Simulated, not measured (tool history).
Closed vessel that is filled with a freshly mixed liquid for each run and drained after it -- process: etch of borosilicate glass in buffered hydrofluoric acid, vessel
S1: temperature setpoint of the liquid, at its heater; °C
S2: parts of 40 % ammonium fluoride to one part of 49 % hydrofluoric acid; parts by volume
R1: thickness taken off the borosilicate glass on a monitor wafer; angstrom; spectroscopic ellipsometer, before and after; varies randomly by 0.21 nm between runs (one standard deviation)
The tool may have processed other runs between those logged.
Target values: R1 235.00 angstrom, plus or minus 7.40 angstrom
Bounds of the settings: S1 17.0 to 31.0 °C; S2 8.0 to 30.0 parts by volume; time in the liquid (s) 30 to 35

{"run": 1, "hour": 0.0, "S1": 23.0, "S2": 22.5, "time in the liquid (s)": 35, "R1": 196.75}
{"run": 2, "hour": 2.2, "S1": 23.0, "S2": 22.5, "time in the liquid (s)": 35, "R1": 200.8}
{"run": 3, "hour": 10.8, "S1": 23.5, "S2": 22.5, "time in the liquid (s)": 35, "R1": 204.04}
{"run": 4, "hour": 12.2, "S1": 23.5, "S2": 22.5, "time in the liquid (s)": 30, "R1": 173.14}
{"run": 5, "hour": 21.0, "S1": 23.5, "S2": 28.5, "time in the liquid (s)": 30, "R1": 148.67}
{"run": 6, "hour": 25.8, "S1": 23.5, "S2": 30.0, "time in the liquid (s)": 30, "R1": 144.24}
{"run": 7, "hour": 31.0, "S1": 24.5, "S2": 29.5, "time in the liquid (s)": 30, "R1": 155.73}
{"run": 8, "hour": 35.0, "S1": 25.5, "S2": 29.5, "time in the liquid (s)": 30, "R1": 162.37}
{"run": 9, "hour": 40.9, "S1": 26.0, "S2": 29.0, "time in the liquid (s)": 30, "R1": 167.25}
{"run": 10, "hour": 49.5, "S1": 26.5, "S2": 28.5, "time in the liquid (s)": 30, "R1": 174.06}
{"run": 11, "hour": 52.4, "S1": 27.0, "S2": 28.0, "time in the liquid (s)": 30, "R1": 185.53}
{"run": 12, "hour": 59.0, "S1": 27.5, "S2": 28.0, "time in the liquid (s)": 30, "R1": 186.65}
{"run": 13, "hour": 66.2, "S1": 28.0, "S2": 27.5, "time in the liquid (s)": 30, "R1": 194.4}
{"run": 14, "hour": 75.3, "S1": 28.5, "S2": 27.5, "time in the liquid (s)": 30, "R1": 199.37}
{"run": 15, "hour": 84.2, "S1": 29.0, "S2": 27.5, "time in the liquid (s)": 30, "R1": 204.21}
{"run": 16, "hour": 85.8, "S1": 30.0, "S2": 26.5, "time in the liquid (s)": 30, "R1": 221.43}

4 candidate next runs follow, results not yet known. Just one meets every target within its allowed miss. Identify it.
{"run": "A", "hour": 87.4, "S1": 30.5, "S2": 25.0, "time in the liquid (s)": 30, "R1": "?"}
{"run": "B", "hour": 87.4, "S1": 26.5, "S2": 21.5, "time in the liquid (s)": 30, "R1": "?"}
{"run": "C", "hour": 87.4, "S1": 26.0, "S2": 27.0, "time in the liquid (s)": 35, "R1": "?"}
{"run": "D", "hour": 87.4, "S1": 31.0, "S2": 23.5, "time in the liquid (s)": 30, "R1": "?"}

move=A R1=238.70
move=B R1=214.54
move=C R1=208.24
move=D R1=255.61
A: in spec on every target
B: further off than the last run
C: further off than the last run
D: moves the result that the last run missed by most past its target, out the other side
Go with A: it meets all targets.

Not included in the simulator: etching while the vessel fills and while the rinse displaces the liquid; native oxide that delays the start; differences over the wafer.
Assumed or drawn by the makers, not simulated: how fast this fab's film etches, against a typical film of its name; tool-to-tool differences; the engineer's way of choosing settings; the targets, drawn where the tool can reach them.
